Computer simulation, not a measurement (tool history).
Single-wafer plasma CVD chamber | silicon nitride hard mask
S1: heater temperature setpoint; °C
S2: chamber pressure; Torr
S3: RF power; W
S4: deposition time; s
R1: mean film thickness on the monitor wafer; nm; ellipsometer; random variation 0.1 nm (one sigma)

run 1 hour=0.0 | S1=420 S2=1.44 S3=380 S4=29.2 | R1=36.682
run 2 hour=6.4 | S1=420 S2=1.61 S3=380 S4=29.2 | R1=38.224
run 3 hour=9.4 | S1=414 S2=1.61 S3=380 S4=29.2 | R1=38.187
run 4 hour=12.7 | S1=414 S2=1.61 S3=380 S4=27.8 | R1=36.285
run 5 hour=17.8 | S1=414 S2=1.61 S3=380 S4=27.8 | R1=36.401
run 6 hour=25.5 | S1=414 S2=1.79 S3=380 S4=27.8 | R1=37.953
run 7 hour=26.5 | S1=414 S2=1.79 S3=380 S4=27.8 | R1=37.831

The next listed run, before its measurement:
run 8 hour=34.1 | S1=414 S2=1.69 S3=380 S4=27.8 | R1=?

{"run 8": {"R1": 36.838}}
